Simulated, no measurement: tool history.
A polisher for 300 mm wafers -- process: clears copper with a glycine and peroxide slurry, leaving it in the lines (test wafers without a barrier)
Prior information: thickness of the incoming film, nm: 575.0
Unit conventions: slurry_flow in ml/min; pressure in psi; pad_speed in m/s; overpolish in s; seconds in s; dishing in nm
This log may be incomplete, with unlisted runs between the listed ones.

{"run": 1, "hour": 0.0, "slurry_flow": 265, "pressure": 3.1, "pad_speed": 1.0, "overpolish": 11, "seconds": 133.82, "dishing": 33.179}
{"run": 2, "hour": 3.4, "slurry_flow": 265, "pressure": 2.6, "pad_speed": 1.0, "overpolish": 11, "seconds": 152.73, "dishing": 29.951}
{"run": 3, "hour": 5.2, "slurry_flow": 250, "pressure": 2.7, "pad_speed": 0.96, "overpolish": 9, "seconds": 149.23, "dishing": 25.043}
{"run": 4, "hour": 12.8, "slurry_flow": 225, "pressure": 2.9, "pad_speed": 0.86, "overpolish": 7, "seconds": 149.82, "dishing": 19.397}
{"run": 5, "hour": 19.7, "slurry_flow": 205, "pressure": 3.3, "pad_speed": 0.74, "overpolish": 6, "seconds": 152.75, "dishing": 17.984}
{"run": 6, "hour": 24.8, "slurry_flow": 190, "pressure": 2.9, "pad_speed": 0.84, "overpolish": 5, "seconds": 161.09, "dishing": 13.998}
{"run": 7, "hour": 26.5, "slurry_flow": 180, "pressure": 2.6, "pad_speed": 1.04, "overpolish": 4, "seconds": 155.61, "dishing": 11.569}

Run 8 is up next; what results do you expect?
{"run": 8, "hour": 31.2, "slurry_flow": 175, "pressure": 2.6, "pad_speed": 1.12, "overpolish": 4, "seconds": "?", "dishing": "?"}

Run 8 gave seconds 154.75 s, dishing 12.224 nm.

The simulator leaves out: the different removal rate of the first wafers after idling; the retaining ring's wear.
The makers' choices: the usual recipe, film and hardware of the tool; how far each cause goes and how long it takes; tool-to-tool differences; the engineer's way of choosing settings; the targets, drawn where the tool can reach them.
